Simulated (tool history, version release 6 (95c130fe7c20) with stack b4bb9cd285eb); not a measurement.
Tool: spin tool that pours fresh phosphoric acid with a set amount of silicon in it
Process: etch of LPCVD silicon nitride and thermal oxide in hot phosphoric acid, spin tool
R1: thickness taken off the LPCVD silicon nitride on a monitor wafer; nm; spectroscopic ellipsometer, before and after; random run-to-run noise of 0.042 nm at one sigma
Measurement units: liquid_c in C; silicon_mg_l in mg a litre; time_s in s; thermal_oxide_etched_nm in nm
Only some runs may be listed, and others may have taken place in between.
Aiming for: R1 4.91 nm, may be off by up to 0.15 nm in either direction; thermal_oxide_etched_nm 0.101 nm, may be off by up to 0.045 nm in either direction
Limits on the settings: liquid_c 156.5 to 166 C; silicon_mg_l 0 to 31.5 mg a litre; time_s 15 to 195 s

{"run": 1, "hour": 0.0, "liquid_c": 161, "silicon_mg_l": 14, "time_s": 100, "R1": 8.5407, "thermal_oxide_etched_nm": 0.19497}
{"run": 2, "hour": 5.5, "liquid_c": 160.5, "silicon_mg_l": 14, "time_s": 90, "R1": 7.4605, "thermal_oxide_etched_nm": 0.18676}
{"run": 3, "hour": 11.9, "liquid_c": 160, "silicon_mg_l": 16.5, "time_s": 85, "R1": 6.9261, "thermal_oxide_etched_nm": 0.17259}
{"run": 4, "hour": 17.1, "liquid_c": 159.5, "silicon_mg_l": 19.5, "time_s": 80, "R1": 6.44, "thermal_oxide_etched_nm": 0.1509}
{"run": 5, "hour": 23.5, "liquid_c": 159, "silicon_mg_l": 21, "time_s": 75, "R1": 5.9215, "thermal_oxide_etched_nm": 0.099504}
{"run": 6, "hour": 29.5, "liquid_c": 161, "silicon_mg_l": 21, "time_s": 75, "R1": 6.3285, "thermal_oxide_etched_nm": 0.13107}
{"run": 7, "hour": 36.5, "liquid_c": 160.5, "silicon_mg_l": 21, "time_s": 70, "R1": 5.8187, "thermal_oxide_etched_nm": 0.12828}
{"run": 8, "hour": 44.0, "liquid_c": 160, "silicon_mg_l": 21, "time_s": 70, "R1": 5.6771, "thermal_oxide_etched_nm": 0.15051}
{"run": 9, "hour": 44.6, "liquid_c": 159.5, "silicon_mg_l": 22.5, "time_s": 70, "R1": 5.6655, "thermal_oxide_etched_nm": 0.11919}
{"run": 10, "hour": 49.5, "liquid_c": 159, "silicon_mg_l": 22.5, "time_s": 70, "R1": 5.5718, "thermal_oxide_etched_nm": 0.083912}
{"run": 11, "hour": 52.6, "liquid_c": 160, "silicon_mg_l": 18, "time_s": 50, "R1": 4.0594, "thermal_oxide_etched_nm": 0.088812}
{"run": 12, "hour": 60.6, "liquid_c": 160.5, "silicon_mg_l": 21, "time_s": 50, "R1": 4.199, "thermal_oxide_etched_nm": 0.063635}
{"run": 13, "hour": 67.2, "liquid_c": 160.5, "silicon_mg_l": 20, "time_s": 55, "R1": 4.5524, "thermal_oxide_etched_nm": 0.10022}
{"run": 14, "hour": 75.6, "liquid_c": 160.5, "silicon_mg_l": 21.5, "time_s": 55, "R1": 4.5841, "thermal_oxide_etched_nm": 0.11715}
{"run": 15, "hour": 83.8, "liquid_c": 160.5, "silicon_mg_l": 22.5, "time_s": 55, "R1": 4.5361, "thermal_oxide_etched_nm": 0.069259}
{"run": 16, "hour": 92.3, "liquid_c": 160.5, "silicon_mg_l": 21.5, "time_s": 55, "R1": 4.561, "thermal_oxide_etched_nm": 0.097545}
{"run": 17, "hour": 96.6, "liquid_c": 160.5, "silicon_mg_l": 22.5, "time_s": 55, "R1": 4.6156, "thermal_oxide_etched_nm": 0.10042}
{"run": 18, "hour": 99.9, "liquid_c": 161.5, "silicon_mg_l": 27, "time_s": 60, "R1": 5.1406, "thermal_oxide_etched_nm": 0.10049}
{"run": 19, "hour": 107.9, "liquid_c": 161.5, "silicon_mg_l": 26, "time_s": 60, "R1": 5.1689, "thermal_oxide_etched_nm": 0.094599}
{"run": 20, "hour": 112.5, "liquid_c": 161, "silicon_mg_l": 20.5, "time_s": 55, "R1": 4.6018, "thermal_oxide_etched_nm": 0.12801}

Exercise: of the 4 proposed moves below, exactly one satisfies all targets within the stated allowed misses. Which move is it?
{"run": "A", "hour": 117.1, "liquid_c": 158.5, "silicon_mg_l": 13.5, "time_s": 60, "R1": "?", "thermal_oxide_etched_nm": "?"}
{"run": "B", "hour": 117.1, "liquid_c": 161, "silicon_mg_l": 30.5, "time_s": 50, "R1": "?", "thermal_oxide_etched_nm": "?"}
{"run": "C", "hour": 117.1, "liquid_c": 157.5, "silicon_mg_l": 29.5, "time_s": 55, "R1": "?", "thermal_oxide_etched_nm": "?"}
{"run": "D", "hour": 117.1, "liquid_c": 160, "silicon_mg_l": 20, "time_s": 60, "R1": "?", "thermal_oxide_etched_nm": "?"}

move=A R1=4.6077 thermal_oxide_etched_nm=0.14199
move=B R1=4.1765 thermal_oxide_etched_nm=0.084089
move=C R1=4.0829 thermal_oxide_etched_nm=0.074214
move=D R1=4.8466 thermal_oxide_etched_nm=0.13388
A: no nearer and no further than the last run
B: misses by more than the last run did
C: misses by more than the last run did
D: hits every target within its allowed miss
So the answer is move D, the one that meets all the targets.
